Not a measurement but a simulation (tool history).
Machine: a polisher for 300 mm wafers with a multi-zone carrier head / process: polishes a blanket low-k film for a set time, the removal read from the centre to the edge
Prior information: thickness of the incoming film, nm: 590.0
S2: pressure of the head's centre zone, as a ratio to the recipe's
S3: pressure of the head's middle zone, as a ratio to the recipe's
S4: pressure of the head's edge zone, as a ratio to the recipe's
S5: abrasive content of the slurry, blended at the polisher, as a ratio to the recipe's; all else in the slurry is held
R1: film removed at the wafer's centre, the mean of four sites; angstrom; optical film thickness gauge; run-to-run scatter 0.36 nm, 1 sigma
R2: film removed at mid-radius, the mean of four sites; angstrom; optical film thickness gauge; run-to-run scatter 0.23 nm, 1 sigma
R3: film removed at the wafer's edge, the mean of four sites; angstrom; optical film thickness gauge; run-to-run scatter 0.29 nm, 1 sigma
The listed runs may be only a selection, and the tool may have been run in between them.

{"run": 1, "day": 0.0, "flow of slurry (ml/min)": 290, "S2": 1, "S3": 1, "S4": 1, "S5": 1, "polishing time (s)": 51, "R1": 191.35, "R2": 191.96, "R3": 196.35}
{"run": 2, "day": 0.246, "flow of slurry (ml/min)": 295, "S2": 1.03, "S3": 1.05, "S4": 1, "S5": 1.05, "polishing time (s)": 51, "R1": 205.88, "R2": 206.41, "R3": 198.18}
{"run": 3, "day": 0.612, "flow of slurry (ml/min)": 295, "S2": 1.03, "S3": 1.05, "S4": 1, "S5": 1.05, "polishing time (s)": 40, "R1": 157.78, "R2": 162.92, "R3": 150.95}
{"run": 4, "day": 0.9, "flow of slurry (ml/min)": 295, "S2": 1, "S3": 1.05, "S4": 1, "S5": 1.05, "polishing time (s)": 40, "R1": 158.51, "R2": 162.03, "R3": 158.02}
{"run": 5, "day": 0.933, "flow of slurry (ml/min)": 295, "S2": 1, "S3": 1.05, "S4": 1, "S5": 1.05, "polishing time (s)": 49, "R1": 188.29, "R2": 201.76, "R3": 194.74}
{"run": 6, "day": 0.983, "flow of slurry (ml/min)": 295, "S2": 1, "S3": 0.99, "S4": 1, "S5": 1.05, "polishing time (s)": 49, "R1": 191.55, "R2": 189.82, "R3": 192.06}
{"run": 7, "day": 1.021, "flow of slurry (ml/min)": 305, "S2": 1.02, "S3": 1.03, "S4": 1.01, "S5": 1.15, "polishing time (s)": 49, "R1": 202.35, "R2": 204.84, "R3": 203.85}

For run 8, what comes out?
{"run": 8, "day": 1.388, "flow of slurry (ml/min)": 325, "S2": 1.12, "S3": 1.13, "S4": 0.94, "S5": 1.4, "polishing time (s)": 50, "R1": "?", "R2": "?", "R3": "?"}

For run 8 the tool returned R1 255.01 angstrom, R2 251.84 angstrom, R3 222.57 angstrom.

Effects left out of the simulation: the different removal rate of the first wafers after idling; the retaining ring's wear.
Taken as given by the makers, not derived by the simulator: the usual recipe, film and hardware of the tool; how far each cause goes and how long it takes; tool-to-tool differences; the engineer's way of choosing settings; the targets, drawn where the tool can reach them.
